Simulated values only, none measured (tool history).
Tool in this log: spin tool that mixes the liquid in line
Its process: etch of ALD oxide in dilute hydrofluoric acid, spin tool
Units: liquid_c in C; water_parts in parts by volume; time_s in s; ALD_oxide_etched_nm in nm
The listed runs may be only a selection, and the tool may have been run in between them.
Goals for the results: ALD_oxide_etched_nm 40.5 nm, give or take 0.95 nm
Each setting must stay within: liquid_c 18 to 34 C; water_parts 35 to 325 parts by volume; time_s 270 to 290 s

run 1 hour=0 | liquid_c=26 water_parts=180 time_s=270 | ALD_oxide_etched_nm=33.56
run 2 hour=7.9 | liquid_c=27.5 water_parts=180 time_s=270 | ALD_oxide_etched_nm=35.286
run 3 hour=12 | liquid_c=30 water_parts=180 time_s=270 | ALD_oxide_etched_nm=38.722
run 4 hour=17.4 | liquid_c=30.5 water_parts=180 time_s=270 | ALD_oxide_etched_nm=39.491
run 5 hour=21.2 | liquid_c=30.5 water_parts=145 time_s=270 | ALD_oxide_etched_nm=51.087
run 6 hour=25.6 | liquid_c=30.5 water_parts=145 time_s=290 | ALD_oxide_etched_nm=55.575
run 7 hour=27 | liquid_c=28 water_parts=145 time_s=290 | ALD_oxide_etched_nm=50.534
run 8 hour=27.7 | liquid_c=24 water_parts=150 time_s=290 | ALD_oxide_etched_nm=41.694

Which one of the following 5 next-run settings gets every result inside its allowed miss? There is exactly one.
run A hour=28.4 | liquid_c=21.5 water_parts=125 time_s=270 | ALD_oxide_etched_nm=?
run B hour=28.4 | liquid_c=23 water_parts=140 time_s=270 | ALD_oxide_etched_nm=?
run C hour=28.4 | liquid_c=24.5 water_parts=140 time_s=270 | ALD_oxide_etched_nm=?
run D hour=28.4 | liquid_c=23.5 water_parts=145 time_s=290 | ALD_oxide_etched_nm=?
run E hour=28.4 | liquid_c=23.5 water_parts=140 time_s=290 | ALD_oxide_etched_nm=?

move=A ALD_oxide_etched_nm=43.383
move=B ALD_oxide_etched_nm=40.405
move=C ALD_oxide_etched_nm=42.813
move=D ALD_oxide_etched_nm=42.479
move=E ALD_oxide_etched_nm=44.247
A: the biggest miss grows against the last run
B: every result lands within tolerance
C: the biggest miss grows against the last run
D: the biggest miss grows against the last run
E: the biggest miss grows against the last run
B meets every target.
